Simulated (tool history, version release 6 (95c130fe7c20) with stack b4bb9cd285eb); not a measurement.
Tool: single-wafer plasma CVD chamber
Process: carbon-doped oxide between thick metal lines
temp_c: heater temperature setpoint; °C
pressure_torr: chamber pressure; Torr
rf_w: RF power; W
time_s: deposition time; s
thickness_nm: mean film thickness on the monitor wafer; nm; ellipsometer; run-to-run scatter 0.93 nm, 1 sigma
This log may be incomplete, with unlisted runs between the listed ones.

run	day	temp_c	pressure_torr	rf_w	time_s	thickness_nm
1	0.000	365	4.71	385	130	507.33
2	0.338	357	4.71	385	130	514.61
3	0.504	361	4.12	380	130	495.64
4	0.529	361	4.12	380	134	511.58
5	0.867	365	3.71	370	134	492.67
6	0.892	372	3.71	370	134	486.71
7	1.204	374	3.43	365	134	476.98
8	1.550	376	3.24	360	134	466.00
9	1.608	378	3.11	360	134	461.03
10	1.975	379	3.03	360	134	460.54
11	2.304	380	2.96	360	134	457.54
12	2.412	381	2.92	360	134	459.11

Run 13 comes next. What will it give?
13	2.733	381	2.92	360	134	?

thickness_nm: 457.88 nm

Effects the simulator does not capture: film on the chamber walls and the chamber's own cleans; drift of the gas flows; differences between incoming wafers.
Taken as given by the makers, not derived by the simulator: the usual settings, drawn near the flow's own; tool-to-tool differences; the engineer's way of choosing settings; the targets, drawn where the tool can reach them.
